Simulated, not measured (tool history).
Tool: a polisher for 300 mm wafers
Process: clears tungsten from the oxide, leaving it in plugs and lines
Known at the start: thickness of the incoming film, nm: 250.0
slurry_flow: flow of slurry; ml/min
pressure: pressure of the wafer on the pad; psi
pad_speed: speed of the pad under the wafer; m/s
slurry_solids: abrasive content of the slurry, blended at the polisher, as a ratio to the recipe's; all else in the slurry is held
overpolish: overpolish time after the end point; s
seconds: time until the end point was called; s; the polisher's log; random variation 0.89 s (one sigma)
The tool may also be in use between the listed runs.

| run | hour | slurry_flow | pressure | pad_speed | slurry_solids | overpolish | seconds |
|---|---|---|---|---|---|---|---|
| 1 | 0 | 190 | 2.9 | 1.2 | 1 | 28 | 71.343 |
| 2 | 4 | 190 | 2.9 | 1.2 | 1 | 28 | 72.674 |
| 3 | 10.6 | 185 | 2.6 | 1.2 | 1 | 28 | 79.71 |
| 4 | 13.1 | 180 | 2.4 | 1.2 | 1 | 28 | 85.709 |
| 5 | 21.7 | 220 | 2.4 | 1.2 | 1 | 28 | 84.787 |
| 6 | 26.5 | 220 | 2.3 | 1.2 | 1 | 28 | 86.769 |
| 7 | 34.3 | 220 | 2.2 | 1.2 | 1 | 28 | 88.985 |
| 8 | 38.3 | 220 | 2.1 | 1.2 | 1 | 28 | 91.826 |

Run 9 comes next. What will it give?
| 9 | 42.1 | 220 | 2 | 1.2 | 1 | 28 | ? |

seconds: 95.71 s

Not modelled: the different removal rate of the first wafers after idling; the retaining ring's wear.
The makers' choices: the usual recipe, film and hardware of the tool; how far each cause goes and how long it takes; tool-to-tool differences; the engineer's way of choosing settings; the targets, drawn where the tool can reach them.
